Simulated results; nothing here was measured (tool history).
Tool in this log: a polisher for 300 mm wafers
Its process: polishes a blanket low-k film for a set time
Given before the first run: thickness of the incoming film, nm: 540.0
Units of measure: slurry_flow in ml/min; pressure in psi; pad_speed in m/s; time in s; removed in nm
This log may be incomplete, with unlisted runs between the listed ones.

run,hour,slurry_flow,pressure,pad_speed,slurry_solids,time,removed
1,0.0,285,2.5,1.04,1.0,87,47.668
2,4.1,285,2.6,1.04,1.0,87,49.389
3,8.0,285,2.6,1.04,1.0,87,48.791
4,13.1,285,2.7,1.04,1.0,87,51.497
5,20.4,285,2.8,1.04,1.0,87,54.446
6,25.1,285,2.8,1.04,0.8,87,50.548
7,31.6,285,2.9,1.04,0.8,87,50.570

What will run 8 give?
8,33.8,285,3.0,1.04,0.8,87,?

Run 8 gave removed 52.827 nm.
